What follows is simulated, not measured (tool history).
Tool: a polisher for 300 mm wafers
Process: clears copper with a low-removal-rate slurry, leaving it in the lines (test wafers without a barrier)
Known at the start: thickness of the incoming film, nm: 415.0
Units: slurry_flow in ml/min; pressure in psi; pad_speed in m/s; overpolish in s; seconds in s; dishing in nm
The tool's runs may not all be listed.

run  hour  slurry_flow  pressure  pad_speed  slurry_solids  overpolish  seconds  dishing
  1     0          265         3        1.1              1          13   135.24    30.01
  2   7.5          265         3        1.1              1          11   136.02    24.96
  3   8.5          265         3        1.1              1           9   134.13   20.794
  4  11.8          265       3.4        1.1              1           9   118.02   23.537
  5  16.7          265       3.4        1.1           0.85           9   124.51   23.054
  6    25          265       3.4       0.98           0.85           9   132.73   20.773

Run 7 comes next. What will it give?
  7  32.2          265       3.4       0.98           0.85           9        ?        ?

seconds: 133.59 s
dishing: 20.897 nm

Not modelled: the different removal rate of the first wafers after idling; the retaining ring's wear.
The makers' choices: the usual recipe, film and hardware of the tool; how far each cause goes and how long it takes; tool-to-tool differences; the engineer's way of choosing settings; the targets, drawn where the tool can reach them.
